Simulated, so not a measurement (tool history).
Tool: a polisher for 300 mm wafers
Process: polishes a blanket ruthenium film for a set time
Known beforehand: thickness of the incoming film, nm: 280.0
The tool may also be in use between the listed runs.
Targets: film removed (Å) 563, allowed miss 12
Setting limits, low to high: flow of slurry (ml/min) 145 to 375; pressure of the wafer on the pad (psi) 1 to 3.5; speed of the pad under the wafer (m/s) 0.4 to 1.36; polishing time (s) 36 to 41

| run | hour | flow of slurry (ml/min) | pressure of the wafer on the pad (psi) | speed of the pad under the wafer (m/s) | polishing time (s) | film removed (Å) |
|---|---|---|---|---|---|---|
| 1 | 0 | 240 | 2.2 | 0.88 | 41 | 469.7 |
| 2 | 7.9 | 200 | 2.2 | 0.88 | 41 | 461.45 |
| 3 | 16.3 | 200 | 1.9 | 0.88 | 41 | 402.04 |
| 4 | 18.8 | 225 | 1.9 | 0.88 | 41 | 406.85 |
| 5 | 25 | 225 | 2.3 | 0.88 | 41 | 487.12 |
| 6 | 27.6 | 230 | 2.3 | 0.88 | 41 | 493.19 |
| 7 | 36.3 | 235 | 2.3 | 0.88 | 41 | 492.48 |
| 8 | 45 | 240 | 2.3 | 0.88 | 41 | 495.32 |
| 9 | 46.6 | 250 | 2.3 | 0.88 | 41 | 494.32 |

Which one of the following 5 next-run settings gets every result inside its allowed miss? There is exactly one.
| A | 48.2 | 275 | 2.4 | 0.78 | 37 | ? |
| B | 48.2 | 305 | 2.3 | 1 | 40 | ? |
| C | 48.2 | 250 | 2 | 0.9 | 40 | ? |
| D | 48.2 | 250 | 1.8 | 1.06 | 39 | ? |
| E | 48.2 | 310 | 2.3 | 0.92 | 41 | ? |

| move | film removed (Å) |
|---|---|
| A | 419.7 |
| B | 559.28 |
| C | 432.54 |
| D | 446.68 |
| E | 529.36 |
A: the biggest miss grows against the last run
B: meets every target
C: the biggest miss grows against the last run
D: the biggest miss grows against the last run
E: gains on the last run, yet a result remains outside its allowed miss
The move that meets every target is B.
